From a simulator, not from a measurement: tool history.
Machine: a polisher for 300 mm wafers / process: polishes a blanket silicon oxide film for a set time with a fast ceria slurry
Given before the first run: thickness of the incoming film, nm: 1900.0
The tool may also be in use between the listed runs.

run,day,flow of slurry (ml/min),pressure of the wafer on the pad (psi),speed of the pad under the wafer (cm/s),polishing time (s),film removed (nm)
1,0.000,130,3.4,76,31,484.50
2,0.192,130,3.4,62,31,378.97
3,0.333,155,3.4,62,31,386.23
4,0.562,155,3.4,72,31,448.34
5,0.904,155,3.4,72,31,467.31
6,0.983,170,3.4,72,31,464.90
7,1.067,170,3.2,72,31,430.68
8,1.183,170,3.1,72,31,429.65

Predict the results of run 9:
9,1.362,170,2.9,72,31,?

film removed (nm): 398.97
